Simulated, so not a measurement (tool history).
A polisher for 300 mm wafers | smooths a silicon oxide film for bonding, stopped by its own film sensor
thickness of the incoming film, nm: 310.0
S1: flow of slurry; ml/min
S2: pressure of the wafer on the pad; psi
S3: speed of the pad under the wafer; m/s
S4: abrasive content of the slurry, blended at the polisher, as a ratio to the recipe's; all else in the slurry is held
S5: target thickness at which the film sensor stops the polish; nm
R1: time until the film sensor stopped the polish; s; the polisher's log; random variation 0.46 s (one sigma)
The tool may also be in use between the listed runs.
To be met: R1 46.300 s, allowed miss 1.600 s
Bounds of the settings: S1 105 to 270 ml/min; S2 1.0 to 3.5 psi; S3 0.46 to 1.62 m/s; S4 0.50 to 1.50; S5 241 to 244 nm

| run | hour | S1 | S2 | S3 | S4 | S5 | R1 |
|---|---|---|---|---|---|---|---|
| 1 | 0.0 | 175 | 2.2 | 1.04 | 1.00 | 244 | 68.914 |
| 2 | 8.6 | 215 | 2.2 | 1.04 | 1.00 | 244 | 68.812 |
| 3 | 12.6 | 235 | 2.2 | 1.04 | 1.00 | 244 | 66.857 |
| 4 | 19.1 | 235 | 2.4 | 1.04 | 1.00 | 244 | 61.843 |
| 5 | 24.7 | 235 | 2.9 | 1.04 | 1.00 | 244 | 51.954 |
| 6 | 27.5 | 235 | 2.9 | 1.04 | 1.00 | 244 | 52.928 |
| 7 | 35.8 | 235 | 2.9 | 1.04 | 1.00 | 244 | 54.076 |
| 8 | 44.7 | 235 | 3.0 | 1.04 | 1.00 | 244 | 51.894 |
| 9 | 53.4 | 235 | 3.1 | 1.04 | 1.00 | 244 | 50.204 |
| 10 | 59.8 | 235 | 3.2 | 1.04 | 1.00 | 244 | 48.967 |

4 next moves are on the table. One of them brings every result within its allowed miss. Which?
| A | 66.2 | 215 | 3.3 | 1.02 | 1.25 | 244 | ? |
| B | 66.2 | 205 | 3.0 | 1.12 | 1.05 | 241 | ? |
| C | 66.2 | 270 | 3.2 | 1.20 | 0.90 | 244 | ? |
| D | 66.2 | 235 | 3.3 | 0.98 | 0.95 | 244 | ? |

| move | R1 |
|---|---|
| A | 43.994 |
| B | 51.266 |
| C | 46.544 |
| D | 50.828 |
A: takes the result that was furthest off past its target
B: further off than the last run
C: meets every target
D: further off than the last run
The right move is C.
